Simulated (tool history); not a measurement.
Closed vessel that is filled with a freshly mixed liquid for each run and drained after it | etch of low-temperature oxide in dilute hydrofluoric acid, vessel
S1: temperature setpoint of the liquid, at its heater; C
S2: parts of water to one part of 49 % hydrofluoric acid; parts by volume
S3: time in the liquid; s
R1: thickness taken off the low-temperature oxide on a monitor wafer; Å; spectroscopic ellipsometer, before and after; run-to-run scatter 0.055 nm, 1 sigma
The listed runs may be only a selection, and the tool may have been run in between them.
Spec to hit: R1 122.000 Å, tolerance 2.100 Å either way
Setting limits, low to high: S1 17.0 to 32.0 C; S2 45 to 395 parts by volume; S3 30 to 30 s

run	hour	S1	S2	S3	R1
1	0.0	24.0	220	30	26.318
2	1.8	22.0	220	30	24.315
3	10.7	22.0	295	30	16.907
4	12.4	22.0	220	30	24.251
5	18.6	23.5	220	30	25.853
6	23.6	20.0	220	30	22.564
7	31.8	22.0	190	30	29.205
8	32.7	23.5	165	30	36.698
9	35.4	25.0	145	30	45.223
10	40.5	26.0	130	30	53.015
11	41.6	27.0	115	30	63.118
12	47.8	31.0	45	30	207.670
13	51.1	30.5	45	30	205.760
14	55.0	30.0	45	30	199.980
15	60.1	29.0	45	30	191.770
16	68.0	25.0	50	30	147.200
17	70.5	24.0	50	30	142.060
18	74.6	23.5	50	30	137.840
19	83.2	23.0	50	30	135.930
20	87.9	19.5	50	30	116.470

Which single option among these 4 for the next run brings every result within its allowed miss of target? Just one does.
A	92.6	18.0	45	30	?
B	92.6	21.5	55	30	?
C	92.6	19.0	45	30	?
D	92.6	17.0	45	30	?

move	R1
A	122.030
B	114.500
C	127.400
D	116.840
A: every result within its allowed miss
B: lands further from the targets than the last run did
C: the result that was furthest off in the last run now lies on the other side of its target
D: closes in on the targets versus the last run, not all within tolerance yet
The right move is A.
